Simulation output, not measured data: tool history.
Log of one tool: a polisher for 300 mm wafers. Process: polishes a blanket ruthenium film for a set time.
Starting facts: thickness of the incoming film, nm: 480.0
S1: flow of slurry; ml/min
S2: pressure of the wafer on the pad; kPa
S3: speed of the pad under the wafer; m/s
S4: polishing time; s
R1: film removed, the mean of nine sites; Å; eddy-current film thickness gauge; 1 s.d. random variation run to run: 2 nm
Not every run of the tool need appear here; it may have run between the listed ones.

| run | hour | S1 | S2 | S3 | S4 | R1 |
|---|---|---|---|---|---|---|
| 1 | 0 | 245 | 10.3 | 1.26 | 101 | 1111.9 |
| 2 | 8.7 | 245 | 11.7 | 1.26 | 101 | 1276.5 |
| 3 | 10.3 | 245 | 10.3 | 1.26 | 101 | 1114.9 |
| 4 | 19.2 | 245 | 11 | 1.26 | 101 | 1173 |
| 5 | 23.5 | 245 | 9 | 1.26 | 101 | 966.02 |
| 6 | 31 | 245 | 9.7 | 1.28 | 101 | 1069.6 |

The next listed run, before its measurement:
| 7 | 38.4 | 245 | 10.3 | 1.28 | 101 | ? |

{"run 7": {"R1": 1084.4}}
